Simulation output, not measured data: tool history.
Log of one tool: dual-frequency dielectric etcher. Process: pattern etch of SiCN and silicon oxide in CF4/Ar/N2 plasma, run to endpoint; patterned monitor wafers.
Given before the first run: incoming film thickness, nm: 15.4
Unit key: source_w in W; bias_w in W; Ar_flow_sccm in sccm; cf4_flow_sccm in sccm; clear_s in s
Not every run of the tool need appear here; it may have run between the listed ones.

run	hour	source_w	bias_w	Ar_flow_sccm	cf4_flow_sccm	clear_s
1	0	460	84	135	64	17.573
2	3.7	460	84	135	53	17.904
3	5.1	470	84	135	53	17.464
4	13.5	500	84	135	53	16.575
5	21.6	510	84	135	53	16.265
6	22.6	480	84	135	53	17.295
7	26.7	490	84	135	53	16.893
8	33.3	500	84	135	53	16.574
9	38.5	510	84	135	53	16.313
10	44.1	520	84	135	53	15.968
11	52	530	84	135	53	15.638

The next listed run, before its measurement:
12	56.4	550	84	135	53	?

Run 12 produced clear_s 15.209 s.
